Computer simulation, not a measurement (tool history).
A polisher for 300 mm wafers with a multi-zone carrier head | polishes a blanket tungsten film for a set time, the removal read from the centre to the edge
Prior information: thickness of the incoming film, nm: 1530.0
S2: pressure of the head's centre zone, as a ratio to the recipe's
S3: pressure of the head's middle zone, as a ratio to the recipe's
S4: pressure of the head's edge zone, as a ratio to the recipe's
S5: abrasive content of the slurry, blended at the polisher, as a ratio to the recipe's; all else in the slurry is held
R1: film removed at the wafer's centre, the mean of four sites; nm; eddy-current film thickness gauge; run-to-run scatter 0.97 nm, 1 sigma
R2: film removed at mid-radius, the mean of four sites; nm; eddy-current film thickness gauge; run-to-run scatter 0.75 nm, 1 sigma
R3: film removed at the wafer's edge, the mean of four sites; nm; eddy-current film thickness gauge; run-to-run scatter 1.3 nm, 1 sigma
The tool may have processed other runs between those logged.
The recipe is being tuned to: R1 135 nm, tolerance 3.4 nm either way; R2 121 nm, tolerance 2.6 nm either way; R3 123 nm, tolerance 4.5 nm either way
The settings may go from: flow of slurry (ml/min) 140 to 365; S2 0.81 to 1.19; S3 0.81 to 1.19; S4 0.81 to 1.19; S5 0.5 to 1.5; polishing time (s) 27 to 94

{"run": 1, "hour": 0.0, "flow of slurry (ml/min)": 235, "S2": 1, "S3": 1, "S4": 1, "S5": 1, "polishing time (s)": 60, "R1": 274.89, "R2": 278.11, "R3": 261.25}
{"run": 2, "hour": 7.0, "flow of slurry (ml/min)": 235, "S2": 1, "S3": 0.97, "S4": 1, "S5": 1, "polishing time (s)": 60, "R1": 277.31, "R2": 269.02, "R3": 263.5}
{"run": 3, "hour": 10.3, "flow of slurry (ml/min)": 235, "S2": 1, "S3": 0.97, "S4": 1, "S5": 1, "polishing time (s)": 66, "R1": 304.76, "R2": 295.85, "R3": 293.57}
{"run": 4, "hour": 11.8, "flow of slurry (ml/min)": 225, "S2": 0.99, "S3": 0.94, "S4": 0.97, "S5": 0.9, "polishing time (s)": 57, "R1": 253.51, "R2": 237.51, "R3": 240.45}
{"run": 5, "hour": 13.3, "flow of slurry (ml/min)": 225, "S2": 0.99, "S3": 0.94, "S4": 1.05, "S5": 0.9, "polishing time (s)": 57, "R1": 251.6, "R2": 237.83, "R3": 246.67}
{"run": 6, "hour": 16.5, "flow of slurry (ml/min)": 225, "S2": 0.99, "S3": 0.94, "S4": 1.05, "S5": 1, "polishing time (s)": 57, "R1": 257.62, "R2": 247.5, "R3": 254.82}
{"run": 7, "hour": 23.5, "flow of slurry (ml/min)": 225, "S2": 0.98, "S3": 0.93, "S4": 1.01, "S5": 0.9, "polishing time (s)": 50, "R1": 219.24, "R2": 209.03, "R3": 216.87}
{"run": 8, "hour": 25.0, "flow of slurry (ml/min)": 225, "S2": 0.98, "S3": 0.93, "S4": 1.01, "S5": 0.9, "polishing time (s)": 50, "R1": 217.07, "R2": 208.28, "R3": 213.71}
{"run": 9, "hour": 30.9, "flow of slurry (ml/min)": 225, "S2": 0.98, "S3": 0.93, "S4": 1.01, "S5": 0.9, "polishing time (s)": 50, "R1": 216.53, "R2": 207.01, "R3": 212.34}
{"run": 10, "hour": 39.0, "flow of slurry (ml/min)": 195, "S2": 0.96, "S3": 0.83, "S4": 0.91, "S5": 0.65, "polishing time (s)": 33, "R1": 122.43, "R2": 109.72, "R3": 121.94}
{"run": 11, "hour": 42.8, "flow of slurry (ml/min)": 215, "S2": 0.96, "S3": 0.84, "S4": 0.89, "S5": 0.65, "polishing time (s)": 33, "R1": 125.04, "R2": 112.75, "R3": 120.34}
{"run": 12, "hour": 45.6, "flow of slurry (ml/min)": 230, "S2": 0.96, "S3": 0.84, "S4": 0.89, "S5": 0.65, "polishing time (s)": 33, "R1": 127.74, "R2": 114.47, "R3": 121.87}
{"run": 13, "hour": 52.3, "flow of slurry (ml/min)": 230, "S2": 0.96, "S3": 0.84, "S4": 0.89, "S5": 0.65, "polishing time (s)": 33, "R1": 126.95, "R2": 114.36, "R3": 122.7}

Which of these 5 next moves meets every target?
{"run": "A", "hour": 59.0, "flow of slurry (ml/min)": 165, "S2": 1.1, "S3": 0.9, "S4": 1, "S5": 0.9, "polishing time (s)": 30, "R1": "?", "R2": "?", "R3": "?"}
{"run": "B", "hour": 59.0, "flow of slurry (ml/min)": 180, "S2": 0.96, "S3": 0.81, "S4": 0.87, "S5": 0.65, "polishing time (s)": 33, "R1": "?", "R2": "?", "R3": "?"}
{"run": "C", "hour": 59.0, "flow of slurry (ml/min)": 255, "S2": 0.98, "S3": 0.86, "S4": 0.81, "S5": 0.5, "polishing time (s)": 37, "R1": "?", "R2": "?", "R3": "?"}
{"run": "D", "hour": 59.0, "flow of slurry (ml/min)": 200, "S2": 0.97, "S3": 0.81, "S4": 0.93, "S5": 0.55, "polishing time (s)": 34, "R1": "?", "R2": "?", "R3": "?"}
{"run": "E", "hour": 59.0, "flow of slurry (ml/min)": 255, "S2": 1.05, "S3": 0.82, "S4": 0.94, "S5": 0.6, "polishing time (s)": 32, "R1": "?", "R2": "?", "R3": "?"}

move=A R1=138.15 R2=114.19 R3=123.23
move=B R1=121.37 R2=105.46 R3=117.81
move=C R1=134.03 R2=119.03 R3=121.99
move=D R1=121.56 R2=104.28 R3=118.56
move=E R1=132.92 R2=105.88 R3=118.6
A: roughly where the last run was
B: misses by more than the last run did
C: all results in spec
D: misses by more than the last run did
E: misses by more than the last run did
Move C is the one to make.
